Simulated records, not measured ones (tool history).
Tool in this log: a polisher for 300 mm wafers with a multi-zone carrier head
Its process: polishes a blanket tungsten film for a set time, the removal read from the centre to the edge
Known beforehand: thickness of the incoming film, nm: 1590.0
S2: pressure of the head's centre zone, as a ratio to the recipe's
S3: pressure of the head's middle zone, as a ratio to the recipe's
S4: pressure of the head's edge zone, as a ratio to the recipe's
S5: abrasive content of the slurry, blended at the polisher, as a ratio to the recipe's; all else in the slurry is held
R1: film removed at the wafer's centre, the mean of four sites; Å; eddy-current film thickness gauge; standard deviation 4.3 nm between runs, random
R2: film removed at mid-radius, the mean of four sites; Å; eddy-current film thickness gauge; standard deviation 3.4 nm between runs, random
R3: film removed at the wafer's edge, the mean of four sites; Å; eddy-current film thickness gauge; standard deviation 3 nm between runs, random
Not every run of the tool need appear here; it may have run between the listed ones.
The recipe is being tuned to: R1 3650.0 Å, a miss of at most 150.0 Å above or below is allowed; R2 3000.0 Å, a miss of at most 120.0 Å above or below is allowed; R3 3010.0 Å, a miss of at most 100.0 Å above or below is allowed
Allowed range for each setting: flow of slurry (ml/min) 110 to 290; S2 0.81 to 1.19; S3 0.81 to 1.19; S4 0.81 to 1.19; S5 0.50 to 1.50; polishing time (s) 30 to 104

run 1 hour=0.0 | flow_of_slurry_(ml/min)=185 S2=1.00 S3=1.00 S4=1.00 S5=1.00 polishing_time_(s)=67 | R1=2594.9 R2=2581.0 R3=2740.5
run 2 hour=1.8 | flow_of_slurry_(ml/min)=220 S2=1.00 S3=1.00 S4=1.00 S5=1.00 polishing_time_(s)=67 | R1=2729.2 R2=2632.8 R3=2797.0
run 3 hour=9.1 | flow_of_slurry_(ml/min)=220 S2=1.00 S3=0.94 S4=1.00 S5=1.00 polishing_time_(s)=67 | R1=2714.7 R2=2601.0 R3=2795.8
run 4 hour=16.5 | flow_of_slurry_(ml/min)=235 S2=1.05 S3=0.97 S4=0.98 S5=1.10 polishing_time_(s)=67 | R1=2986.2 R2=2759.7 R3=2876.7
run 5 hour=22.5 | flow_of_slurry_(ml/min)=245 S2=1.09 S3=0.97 S4=0.98 S5=1.10 polishing_time_(s)=67 | R1=3166.0 R2=2744.3 R3=2883.5
run 6 hour=28.4 | flow_of_slurry_(ml/min)=245 S2=1.09 S3=0.97 S4=0.98 S5=1.10 polishing_time_(s)=55 | R1=2620.8 R2=2223.6 R3=2372.8
run 7 hour=35.7 | flow_of_slurry_(ml/min)=255 S2=1.12 S3=0.99 S4=0.98 S5=1.25 polishing_time_(s)=57 | R1=2959.1 R2=2443.8 R3=2583.3
run 8 hour=43.3 | flow_of_slurry_(ml/min)=280 S2=1.19 S3=1.09 S4=1.02 S5=1.50 polishing_time_(s)=60 | R1=3529.0 R2=2955.4 R3=2955.6

Which one of the following 5 next-run settings gets every result inside its allowed miss? There is exactly one.
run A hour=50.9 | flow_of_slurry_(ml/min)=285 S2=1.14 S3=1.07 S4=0.97 S5=1.50 polishing_time_(s)=61 | R1=? R2=? R3=?
run B hour=50.9 | flow_of_slurry_(ml/min)=265 S2=1.16 S3=1.05 S4=1.02 S5=1.50 polishing_time_(s)=61 | R1=? R2=? R3=?
run C hour=50.9 | flow_of_slurry_(ml/min)=275 S2=1.16 S3=1.09 S4=1.00 S5=1.50 polishing_time_(s)=59 | R1=? R2=? R3=?
run D hour=50.9 | flow_of_slurry_(ml/min)=290 S2=1.19 S3=1.15 S4=0.83 S5=1.30 polishing_time_(s)=63 | R1=? R2=? R3=?
run E hour=50.9 | flow_of_slurry_(ml/min)=290 S2=1.16 S3=0.98 S4=0.88 S5=1.50 polishing_time_(s)=65 | R1=? R2=? R3=?

move=A R1=3421.6 R2=2914.9 R3=2965.1
move=B R1=3432.4 R2=2842.6 R3=2992.0
move=C R1=3345.2 R2=2835.9 R3=2885.8
move=D R1=3555.7 R2=3039.9 R3=2793.0
move=E R1=3720.6 R2=2944.2 R3=3064.7
A: misses by more than the last run did
B: misses by more than the last run did
C: misses by more than the last run did
D: corrects the largest miss of the last run, while another result sits out of spec
E: meets every target
So the answer is move E, the one that meets all the targets.
